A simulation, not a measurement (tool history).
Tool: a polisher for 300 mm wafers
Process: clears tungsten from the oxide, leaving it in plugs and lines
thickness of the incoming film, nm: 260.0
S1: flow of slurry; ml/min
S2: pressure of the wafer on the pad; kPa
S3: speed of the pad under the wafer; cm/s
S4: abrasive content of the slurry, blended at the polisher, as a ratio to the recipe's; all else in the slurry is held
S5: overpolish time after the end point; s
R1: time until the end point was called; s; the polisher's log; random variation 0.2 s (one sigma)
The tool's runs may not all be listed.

run  hour   S1    S2   S3   S4  S5      R1
  1   0.0  180  29.0  132  1.0   7  45.904
  2   9.0  180  31.0  134  1.0   7  41.985
  3  14.7  180  31.0  134  1.0   7  42.105
  4  20.9  180  31.0  110  1.0   7  50.726
     21.6  -- slurry blender recalibrated
  5  21.6  180  32.4  114  1.0   7  45.512
  6  22.1  180  32.4   82  1.0   7  62.822

Forecast run 7:
  7  29.2  185  33.8  88  1.0   7   ?

R1: 55.894 s

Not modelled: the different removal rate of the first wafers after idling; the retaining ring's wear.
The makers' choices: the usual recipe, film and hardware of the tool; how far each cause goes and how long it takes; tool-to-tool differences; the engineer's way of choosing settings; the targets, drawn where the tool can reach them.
